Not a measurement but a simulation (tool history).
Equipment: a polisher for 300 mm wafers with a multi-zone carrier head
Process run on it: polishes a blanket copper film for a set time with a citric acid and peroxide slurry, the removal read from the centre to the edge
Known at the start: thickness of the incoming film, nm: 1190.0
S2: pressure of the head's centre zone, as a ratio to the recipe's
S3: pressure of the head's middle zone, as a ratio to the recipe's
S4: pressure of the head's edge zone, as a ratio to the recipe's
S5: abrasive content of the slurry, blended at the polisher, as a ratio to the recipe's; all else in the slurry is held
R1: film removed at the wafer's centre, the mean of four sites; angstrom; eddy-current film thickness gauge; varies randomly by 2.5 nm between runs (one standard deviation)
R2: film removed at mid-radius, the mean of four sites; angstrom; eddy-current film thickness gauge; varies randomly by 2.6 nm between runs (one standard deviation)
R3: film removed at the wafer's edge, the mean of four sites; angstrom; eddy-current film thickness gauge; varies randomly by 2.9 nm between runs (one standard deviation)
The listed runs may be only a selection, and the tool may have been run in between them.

run 1 hour=0 | flow_of_slurry_(ml/min)=175 S2=1 S3=1 S4=1 S5=1 polishing_time_(s)=82 | R1=1968.6 R2=2127.4 R3=2157.6
run 2 hour=8.9 | flow_of_slurry_(ml/min)=175 S2=1 S3=1 S4=1 S5=0.8 polishing_time_(s)=82 | R1=1827.2 R2=1974 R3=2007.9
run 3 hour=13.7 | flow_of_slurry_(ml/min)=175 S2=1 S3=1 S4=1 S5=0.9 polishing_time_(s)=82 | R1=1935.4 R2=2054.6 R3=2105.7
run 4 hour=21.8 | flow_of_slurry_(ml/min)=180 S2=0.99 S3=1 S4=1.02 S5=0.95 polishing_time_(s)=82 | R1=1944.4 R2=2112.1 R3=2123.1
run 5 hour=27.3 | flow_of_slurry_(ml/min)=170 S2=0.98 S3=0.99 S4=1.02 S5=1 polishing_time_(s)=83 | R1=1942.1 R2=2100.1 R3=2231.5
run 6 hour=35.1 | flow_of_slurry_(ml/min)=170 S2=0.98 S3=0.99 S4=1.03 S5=1.05 polishing_time_(s)=83 | R1=1995.1 R2=2155.4 R3=2187.4
run 7 hour=36.9 | flow_of_slurry_(ml/min)=170 S2=0.96 S3=0.97 S4=1.03 S5=1.1 polishing_time_(s)=84 | R1=2041.1 R2=2158.6 R3=2275.6

For run 8, what comes out?
-- hour=44 slurry nozzle cleaned
run 8 hour=44 | flow_of_slurry_(ml/min)=165 S2=0.94 S3=0.97 S4=1.04 S5=1.15 polishing_time_(s)=85 | R1=? R2=? R3=?

{"run 8": {"R1": 2247.6, "R2": 2391.5, "R3": 2532.6}}
